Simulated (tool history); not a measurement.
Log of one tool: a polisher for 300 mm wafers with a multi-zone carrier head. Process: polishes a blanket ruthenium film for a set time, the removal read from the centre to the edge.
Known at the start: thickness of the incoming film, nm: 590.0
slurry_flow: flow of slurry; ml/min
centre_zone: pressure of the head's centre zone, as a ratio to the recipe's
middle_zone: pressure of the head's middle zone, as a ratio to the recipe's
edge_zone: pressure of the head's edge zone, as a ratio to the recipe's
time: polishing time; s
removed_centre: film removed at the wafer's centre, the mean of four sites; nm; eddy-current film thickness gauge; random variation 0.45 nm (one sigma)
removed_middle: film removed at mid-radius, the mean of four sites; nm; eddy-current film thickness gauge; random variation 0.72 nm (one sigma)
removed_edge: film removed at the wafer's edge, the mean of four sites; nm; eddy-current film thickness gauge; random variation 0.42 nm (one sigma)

| run | hour | slurry_flow | centre_zone | middle_zone | edge_zone | time | removed_centre | removed_middle | removed_edge |
|---|---|---|---|---|---|---|---|---|---|
| 1 | 0.0 | 225 | 1.00 | 1.00 | 1.00 | 46 | 51.934 | 52.886 | 52.960 |
| 2 | 3.5 | 180 | 1.00 | 1.00 | 1.00 | 46 | 51.037 | 49.900 | 51.934 |
| 3 | 10.7 | 180 | 1.00 | 0.95 | 1.00 | 46 | 49.788 | 49.807 | 52.306 |
| 4 | 13.4 | 180 | 1.00 | 0.95 | 0.94 | 46 | 50.161 | 49.528 | 50.530 |
| 5 | 20.0 | 225 | 0.94 | 1.01 | 0.93 | 46 | 48.885 | 53.953 | 50.826 |
| 6 | 23.5 | 240 | 0.90 | 1.04 | 0.93 | 46 | 47.296 | 54.532 | 51.961 |
| 7 | 29.7 | 255 | 0.88 | 1.09 | 0.91 | 46 | 46.735 | 58.160 | 51.330 |

Run 8 comes next. What will it give?
| 8 | 30.3 | 260 | 0.87 | 1.11 | 0.92 | 46 | ? | ? | ? |

removed_centre: 46.056 nm
removed_middle: 57.795 nm
removed_edge: 52.195 nm

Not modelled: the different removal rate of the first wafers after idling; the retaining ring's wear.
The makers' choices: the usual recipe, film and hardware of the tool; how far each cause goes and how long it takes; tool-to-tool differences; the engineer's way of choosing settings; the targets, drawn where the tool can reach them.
